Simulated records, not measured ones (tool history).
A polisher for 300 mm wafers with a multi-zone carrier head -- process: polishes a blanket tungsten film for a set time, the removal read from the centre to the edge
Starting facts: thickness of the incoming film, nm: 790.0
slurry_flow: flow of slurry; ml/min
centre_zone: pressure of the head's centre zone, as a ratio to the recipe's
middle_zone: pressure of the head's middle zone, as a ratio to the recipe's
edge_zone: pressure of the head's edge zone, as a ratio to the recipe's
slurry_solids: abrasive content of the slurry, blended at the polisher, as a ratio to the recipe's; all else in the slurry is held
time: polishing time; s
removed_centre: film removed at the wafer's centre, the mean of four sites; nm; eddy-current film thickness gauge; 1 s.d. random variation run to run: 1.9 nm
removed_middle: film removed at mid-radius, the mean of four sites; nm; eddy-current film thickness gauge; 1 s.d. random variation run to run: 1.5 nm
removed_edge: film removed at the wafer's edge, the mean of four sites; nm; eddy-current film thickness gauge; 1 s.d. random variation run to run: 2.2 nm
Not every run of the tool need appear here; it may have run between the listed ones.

run,day,slurry_flow,centre_zone,middle_zone,edge_zone,slurry_solids,time,removed_centre,removed_middle,removed_edge
1,0.000,240,1.00,1.00,1.00,1.00,41,300.74,299.39,307.69
2,0.217,230,0.97,0.99,1.00,0.90,39,267.97,272.30,285.36
3,0.379,220,0.94,0.98,1.00,0.85,37,237.05,254.50,269.05
4,0.717,215,0.92,0.96,0.98,0.80,36,227.97,239.16,256.53
5,0.767,210,0.90,0.96,0.98,0.75,35,206.85,225.45,243.22
6,0.829,205,0.88,0.95,0.97,0.70,34,192.98,210.63,231.19

Predict the results of run 7:
7,0.862,200,0.87,0.95,0.96,0.65,34,?,?,?

removed_centre: 186.34 nm
removed_middle: 211.53 nm
removed_edge: 228.64 nm
